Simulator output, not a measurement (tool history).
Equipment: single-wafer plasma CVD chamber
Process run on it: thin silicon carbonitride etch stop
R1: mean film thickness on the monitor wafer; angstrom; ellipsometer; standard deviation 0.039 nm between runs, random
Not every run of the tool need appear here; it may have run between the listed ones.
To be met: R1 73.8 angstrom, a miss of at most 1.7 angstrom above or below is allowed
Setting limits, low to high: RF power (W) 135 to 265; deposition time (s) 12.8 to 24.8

Run 1, hour 0: RF power (W) 200, deposition time (s) 18.8. Result: R1 100.65 angstrom.
Run 2, hour 8.7: RF power (W) 200, deposition time (s) 19.8. Result: R1 105.33 angstrom.
Run 3, hour 10.8: RF power (W) 200, deposition time (s) 21. Result: R1 113.08 angstrom.
Run 4, hour 11.5: RF power (W) 200, deposition time (s) 23.7. Result: R1 127.32 angstrom.
Run 5, hour 18.5: RF power (W) 185, deposition time (s) 21.2. Result: R1 110.24 angstrom.
Run 6, hour 22.5: RF power (W) 175, deposition time (s) 19.5. Result: R1 100.01 angstrom.
Run 7, hour 23.2: RF power (W) 175, deposition time (s) 19.5. Result: R1 98.956 angstrom.
Run 8, hour 25.4: RF power (W) 165, deposition time (s) 18.4. Result: R1 92.389 angstrom.
Run 9, hour 27.4: RF power (W) 160, deposition time (s) 17.5. Result: R1 85.978 angstrom.
Run 10, hour 29.1: RF power (W) 140, deposition time (s) 15.2. Result: R1 71.293 angstrom.

Consider the 5 candidate settings below. Which is the only one whose results all fall within their allowed miss of target?
Run A, hour 30.8: RF power (W) 135, deposition time (s) 14.6. Result: R1 ?.
Run B, hour 30.8: RF power (W) 135, deposition time (s) 15.1. Result: R1 ?.
Run C, hour 30.8: RF power (W) 145, deposition time (s) 15.6. Result: R1 ?.
Run D, hour 30.8: RF power (W) 135, deposition time (s) 14.8. Result: R1 ?.
Run E, hour 30.8: RF power (W) 140, deposition time (s) 14.7. Result: R1 ?.

move      R1
   A   67.82
   B  70.143
   C  74.542
   D  68.749
   E  69.279
A: lands further from the targets than the last run did
B: lands further from the targets than the last run did
C: all results land within tolerance of their targets
D: lands further from the targets than the last run did
E: lands further from the targets than the last run did
Answer: C

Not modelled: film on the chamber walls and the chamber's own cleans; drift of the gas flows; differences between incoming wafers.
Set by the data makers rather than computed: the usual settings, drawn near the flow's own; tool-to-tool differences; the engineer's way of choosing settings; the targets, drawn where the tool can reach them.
